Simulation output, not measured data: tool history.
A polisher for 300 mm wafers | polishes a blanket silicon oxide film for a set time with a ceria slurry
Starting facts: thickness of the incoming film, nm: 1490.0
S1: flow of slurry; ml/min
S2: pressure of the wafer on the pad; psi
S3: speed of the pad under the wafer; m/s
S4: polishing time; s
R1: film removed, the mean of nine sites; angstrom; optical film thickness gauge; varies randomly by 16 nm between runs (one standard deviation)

| run | hour | S1 | S2 | S3 | S4 | R1 |
|---|---|---|---|---|---|---|
| 1 | 0 | 280 | 4 | 1.14 | 112 | 8730.6 |
| 2 | 5.8 | 230 | 4 | 1.14 | 112 | 8430 |
| 3 | 13 | 270 | 4 | 1.14 | 112 | 8644.5 |
| 4 | 17.3 | 270 | 4.2 | 1.14 | 112 | 9009.5 |
| 5 | 18.5 | 270 | 4.4 | 1.14 | 112 | 9494.6 |
| 6 | 27.4 | 270 | 4.5 | 1.14 | 112 | 9637.9 |
| 7 | 35.4 | 270 | 4.6 | 1.14 | 112 | 9617.9 |

Predict the results of run 8:
| 8 | 38.2 | 270 | 4.8 | 1.14 | 112 | ? |

R1: 10065 angstrom
